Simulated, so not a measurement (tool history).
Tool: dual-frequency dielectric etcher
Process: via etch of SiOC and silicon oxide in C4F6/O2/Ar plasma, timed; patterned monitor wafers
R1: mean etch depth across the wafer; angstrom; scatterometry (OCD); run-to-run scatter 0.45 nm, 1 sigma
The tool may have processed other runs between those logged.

{"run": 1, "hour": 0.0, "source power (kW)": 0.45, "bias power (kW)": 0.126, "etch time (s)": 91.5, "R1": 1046.2}
{"run": 2, "hour": 1.7, "source power (kW)": 0.38, "bias power (kW)": 0.126, "etch time (s)": 91.5, "R1": 999.36}
{"run": 3, "hour": 5.6, "source power (kW)": 0.31, "bias power (kW)": 0.126, "etch time (s)": 91.5, "R1": 957.49}
{"run": 4, "hour": 10.4, "source power (kW)": 0.31, "bias power (kW)": 0.126, "etch time (s)": 91.5, "R1": 961.37}
{"run": 5, "hour": 12.3, "source power (kW)": 0.3, "bias power (kW)": 0.125, "etch time (s)": 91.5, "R1": 957.71}
{"run": 6, "hour": 16.1, "source power (kW)": 0.3, "bias power (kW)": 0.142, "etch time (s)": 91.5, "R1": 980.56}
{"run": 7, "hour": 17.5, "source power (kW)": 0.3, "bias power (kW)": 0.139, "etch time (s)": 91.5, "R1": 969.86}
{"run": 8, "hour": 23.0, "source power (kW)": 0.3, "bias power (kW)": 0.139, "etch time (s)": 91.5, "R1": 970.79}
{"run": 9, "hour": 27.2, "source power (kW)": 0.3, "bias power (kW)": 0.136, "etch time (s)": 91.5, "R1": 963.25}
{"run": 10, "hour": 31.5, "source power (kW)": 0.3, "bias power (kW)": 0.134, "etch time (s)": 91.5, "R1": 973}
{"hour": 36.0, "done": "source power generator calibrated"}
{"run": 11, "hour": 36.0, "source power (kW)": 0.3, "bias power (kW)": 0.131, "etch time (s)": 91.5, "R1": 952.55}

Run 12, settings as shown, results not yet in. Your forecast:
{"run": 12, "hour": 43.8, "source power (kW)": 0.3, "bias power (kW)": 0.13, "etch time (s)": 91.5, "R1": "?"}

R1: 949.91 angstrom
